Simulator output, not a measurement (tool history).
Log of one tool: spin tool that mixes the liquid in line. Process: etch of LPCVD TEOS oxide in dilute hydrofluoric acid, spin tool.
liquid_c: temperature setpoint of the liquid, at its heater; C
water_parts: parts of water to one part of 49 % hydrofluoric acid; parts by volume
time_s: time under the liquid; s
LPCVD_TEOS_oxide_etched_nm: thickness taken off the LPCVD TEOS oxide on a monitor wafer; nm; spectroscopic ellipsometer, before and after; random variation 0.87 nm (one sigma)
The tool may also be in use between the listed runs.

run 1 day=0.000 | liquid_c=24.0 water_parts=75 time_s=240 | LPCVD_TEOS_oxide_etched_nm=60.420
run 2 day=0.092 | liquid_c=20.5 water_parts=75 time_s=240 | LPCVD_TEOS_oxide_etched_nm=52.475
run 3 day=0.267 | liquid_c=23.5 water_parts=70 time_s=240 | LPCVD_TEOS_oxide_etched_nm=65.014
run 4 day=0.475 | liquid_c=23.5 water_parts=70 time_s=255 | LPCVD_TEOS_oxide_etched_nm=69.232
run 5 day=0.838 | liquid_c=23.5 water_parts=70 time_s=240 | LPCVD_TEOS_oxide_etched_nm=64.247
run 6 day=0.933 | liquid_c=23.5 water_parts=40 time_s=240 | LPCVD_TEOS_oxide_etched_nm=116.830
run 7 day=1.196 | liquid_c=23.5 water_parts=40 time_s=240 | LPCVD_TEOS_oxide_etched_nm=117.850
run 8 day=1.225 | liquid_c=22.0 water_parts=40 time_s=240 | LPCVD_TEOS_oxide_etched_nm=111.810
run 9 day=1.525 | liquid_c=21.0 water_parts=40 time_s=240 | LPCVD_TEOS_oxide_etched_nm=106.320

Forecast run 10:
run 10 day=1.767 | liquid_c=20.0 water_parts=40 time_s=240 | LPCVD_TEOS_oxide_etched_nm=?

Run 10 gave LPCVD_TEOS_oxide_etched_nm 101.990 nm.
